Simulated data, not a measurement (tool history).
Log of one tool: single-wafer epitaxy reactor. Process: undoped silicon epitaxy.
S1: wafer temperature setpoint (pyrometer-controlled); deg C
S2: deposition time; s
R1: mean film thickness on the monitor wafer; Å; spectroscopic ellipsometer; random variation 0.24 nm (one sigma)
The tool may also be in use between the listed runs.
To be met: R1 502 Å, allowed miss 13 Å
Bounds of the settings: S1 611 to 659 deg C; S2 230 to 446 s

| run | hour | S1 | S2 | R1 |
|---|---|---|---|---|
| 1 | 0 | 635 | 338 | 394.42 |
| 2 | 4.2 | 635 | 381 | 442.28 |
| 3 | 9.5 | 635 | 335 | 386.46 |
| 4 | 10.6 | 635 | 378 | 440.98 |
| 5 | 18 | 636 | 378 | 451.89 |
| 6 | 22.7 | 632 | 378 | 408.24 |
| 7 | 29.7 | 633 | 378 | 416.68 |
| 8 | 32 | 634 | 378 | 429.61 |
| 9 | 34.8 | 635 | 378 | 438.73 |
| 10 | 36.4 | 636 | 378 | 450.5 |
| 11 | 40.2 | 637 | 378 | 462.01 |
| 12 | 47.3 | 639 | 378 | 474.36 |

5 next moves are on the table. One of them brings every result within its allowed miss. Which?
| A | 54.4 | 641 | 341 | ? |
| B | 54.4 | 640 | 390 | ? |
| C | 54.4 | 637 | 368 | ? |
| D | 54.4 | 636 | 389 | ? |
| E | 54.4 | 642 | 337 | ? |

| move | R1 |
|---|---|
| A | 447.94 |
| B | 501.12 |
| C | 442.43 |
| D | 457.38 |
| E | 452.54 |
A: further off than the last run
B: meets every target
C: further off than the last run
D: further off than the last run
E: further off than the last run
The right move is B.

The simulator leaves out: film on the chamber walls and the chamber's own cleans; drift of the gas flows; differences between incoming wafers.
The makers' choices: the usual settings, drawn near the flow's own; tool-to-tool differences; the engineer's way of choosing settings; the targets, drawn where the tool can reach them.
